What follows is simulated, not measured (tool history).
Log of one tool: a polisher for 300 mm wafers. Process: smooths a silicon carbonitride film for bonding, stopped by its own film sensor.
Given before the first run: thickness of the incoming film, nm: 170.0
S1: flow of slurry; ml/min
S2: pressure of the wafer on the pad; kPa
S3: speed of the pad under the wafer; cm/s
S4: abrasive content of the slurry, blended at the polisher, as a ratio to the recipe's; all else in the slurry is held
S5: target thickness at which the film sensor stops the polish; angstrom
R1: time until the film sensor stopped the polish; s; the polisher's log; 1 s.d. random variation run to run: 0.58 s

run,hour,S1,S2,S3,S4,S5,R1
1,0.0,195,12.4,92,1.0,1550,67.743
2,5.7,195,12.4,92,1.0,1550,68.522
3,12.3,195,12.4,92,0.8,1550,78.128
4,14.1,195,13.1,92,0.8,1550,72.098
5,19.3,195,13.1,70,0.8,1550,89.456
6,20.4,195,13.1,70,0.7,1550,95.804
7,29.2,195,14.5,72,0.7,1550,86.505
8,30.6,195,14.5,72,0.7,1550,86.401
9,32.2,195,14.5,72,0.7,1550,85.680
10,38.9,195,15.2,76,0.7,1550,80.242
11,45.0,195,15.9,80,0.7,1550,75.160
12,50.3,195,16.5,84,0.7,1550,67.477
13,52.4,195,17.2,86,0.7,1550,65.829
14,53.2,195,17.9,88,0.7,1550,61.685
15,58.2,195,17.9,90,0.7,1550,59.387

Expected results for the next run?
16,61.8,195,17.9,92,0.7,1550,?

R1: 60.032 s
